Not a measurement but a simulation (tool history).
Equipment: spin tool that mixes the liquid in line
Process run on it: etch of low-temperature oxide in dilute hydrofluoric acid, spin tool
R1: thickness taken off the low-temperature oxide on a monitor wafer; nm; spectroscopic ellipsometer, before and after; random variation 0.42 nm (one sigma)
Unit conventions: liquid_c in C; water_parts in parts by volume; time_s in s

Run 1, hour 0.0: liquid_c 20.0 C, water_parts 50 parts by volume, time_s 110 s. Result: R1 41.319 nm.
Run 2, hour 8.5: liquid_c 20.0 C, water_parts 40 parts by volume, time_s 110 s. Result: R1 52.735 nm.
Run 3, hour 15.7: liquid_c 20.0 C, water_parts 40 parts by volume, time_s 110 s. Result: R1 52.628 nm.
Run 4, hour 23.2: liquid_c 21.5 C, water_parts 40 parts by volume, time_s 110 s. Result: R1 56.240 nm.
Run 5, hour 25.4: liquid_c 21.5 C, water_parts 40 parts by volume, time_s 115 s. Result: R1 58.247 nm.
Run 6, hour 28.5: liquid_c 21.5 C, water_parts 40 parts by volume, time_s 110 s. Result: R1 55.800 nm.

Forecast run 7:
Run 7, hour 32.2: liquid_c 22.5 C, water_parts 40 parts by volume, time_s 110 s. Result: R1 ?.

Run 7 yielded R1 58.618 nm.
